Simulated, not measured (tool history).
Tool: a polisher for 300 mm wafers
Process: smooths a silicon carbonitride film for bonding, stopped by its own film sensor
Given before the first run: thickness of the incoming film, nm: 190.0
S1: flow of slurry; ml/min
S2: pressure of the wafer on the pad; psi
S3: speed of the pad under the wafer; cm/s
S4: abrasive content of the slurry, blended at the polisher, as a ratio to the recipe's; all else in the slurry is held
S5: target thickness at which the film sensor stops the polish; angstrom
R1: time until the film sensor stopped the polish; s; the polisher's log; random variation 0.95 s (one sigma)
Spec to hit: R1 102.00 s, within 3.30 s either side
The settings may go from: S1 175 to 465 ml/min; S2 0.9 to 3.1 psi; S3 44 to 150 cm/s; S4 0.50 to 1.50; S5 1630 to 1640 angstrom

{"run": 1, "hour": 0.0, "S1": 295, "S2": 2.0, "S3": 96, "S4": 1.0, "S5": 1640, "R1": 116.64}
{"run": 2, "hour": 6.4, "S1": 295, "S2": 2.0, "S3": 96, "S4": 0.85, "S5": 1640, "R1": 125.26}
{"run": 3, "hour": 7.8, "S1": 295, "S2": 2.0, "S3": 96, "S4": 0.7, "S5": 1640, "R1": 140.09}
{"run": 4, "hour": 15.6, "S1": 370, "S2": 2.0, "S3": 96, "S4": 0.7, "S5": 1640, "R1": 138.14}
{"run": 5, "hour": 23.9, "S1": 370, "S2": 2.0, "S3": 72, "S4": 0.7, "S5": 1640, "R1": 162.04}
{"run": 6, "hour": 30.8, "S1": 300, "S2": 2.0, "S3": 72, "S4": 0.7, "S5": 1640, "R1": 166.46}
{"run": 7, "hour": 36.4, "S1": 300, "S2": 2.2, "S3": 72, "S4": 0.7, "S5": 1640, "R1": 155.34}
{"run": 8, "hour": 41.3, "S1": 300, "S2": 2.4, "S3": 74, "S4": 0.7, "S5": 1640, "R1": 142.7}
{"run": 9, "hour": 49.0, "S1": 305, "S2": 3.0, "S3": 82, "S4": 0.7, "S5": 1640, "R1": 110.78}
{"run": 10, "hour": 54.2, "S1": 305, "S2": 3.0, "S3": 84, "S4": 0.7, "S5": 1640, "R1": 110.03}
{"run": 11, "hour": 58.4, "S1": 305, "S2": 3.0, "S3": 86, "S4": 0.7, "S5": 1640, "R1": 108.74}

Which of these 5 next moves meets every target?
{"run": "A", "hour": 62.6, "S1": 285, "S2": 3.1, "S3": 94, "S4": 0.75, "S5": 1630, "R1": "?"}
{"run": "B", "hour": 62.6, "S1": 280, "S2": 3.1, "S3": 70, "S4": 0.8, "S5": 1640, "R1": "?"}
{"run": "C", "hour": 62.6, "S1": 345, "S2": 2.8, "S3": 84, "S4": 1.05, "S5": 1640, "R1": "?"}
{"run": "D", "hour": 62.6, "S1": 315, "S2": 3.1, "S3": 82, "S4": 0.7, "S5": 1640, "R1": "?"}
{"run": "E", "hour": 62.6, "S1": 335, "S2": 2.9, "S3": 82, "S4": 0.7, "S5": 1630, "R1": "?"}

move=A R1=101.82
move=B R1=112.24
move=C R1=93.89
move=D R1=109.50
move=E R1=119.33
A: in spec on every target
B: the biggest miss grows against the last run
C: takes the biggest miss from the last run beyond its target
D: the biggest miss grows against the last run
E: the biggest miss grows against the last run
The right move is A.
